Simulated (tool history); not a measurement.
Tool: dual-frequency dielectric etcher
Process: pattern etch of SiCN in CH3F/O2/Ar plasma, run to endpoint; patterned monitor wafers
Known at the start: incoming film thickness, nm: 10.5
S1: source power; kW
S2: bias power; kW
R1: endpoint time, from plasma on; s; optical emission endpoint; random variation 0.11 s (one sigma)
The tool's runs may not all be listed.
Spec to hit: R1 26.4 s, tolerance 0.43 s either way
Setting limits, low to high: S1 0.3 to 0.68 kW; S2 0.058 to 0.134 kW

| run | hour | S1 | S2 | R1 |
|---|---|---|---|---|
| 1 | 0 | 0.49 | 0.096 | 23.603 |
| 2 | 4 | 0.55 | 0.096 | 22.961 |
| 3 | 5.5 | 0.61 | 0.096 | 22.233 |
| 4 | 11.1 | 0.61 | 0.081 | 23.477 |
| 5 | 13.1 | 0.68 | 0.081 | 22.714 |
| 6 | 18.6 | 0.68 | 0.072 | 23.429 |
| 7 | 22.3 | 0.64 | 0.07 | 24.209 |
| 8 | 30.7 | 0.61 | 0.069 | 24.877 |
| 9 | 36 | 0.59 | 0.068 | 25.001 |
| 10 | 43.7 | 0.57 | 0.067 | 25.492 |
| 11 | 49.1 | 0.56 | 0.067 | 25.703 |
| 12 | 57.3 | 0.55 | 0.067 | 25.667 |

Next run, 4 choices. One meets every target within its allowed miss, the rest don't. Which?
| A | 65.5 | 0.47 | 0.071 | ? |
| B | 65.5 | 0.54 | 0.068 | ? |
| C | 65.5 | 0.56 | 0.069 | ? |
| D | 65.5 | 0.62 | 0.065 | ? |

| move | R1 |
|---|---|
| A | 26.519 |
| B | 25.824 |
| C | 25.432 |
| D | 25.123 |
A: all results in spec
B: moves toward the targets from the last run without getting all of them in spec
C: the biggest miss grows against the last run
D: the biggest miss grows against the last run
A meets every target.
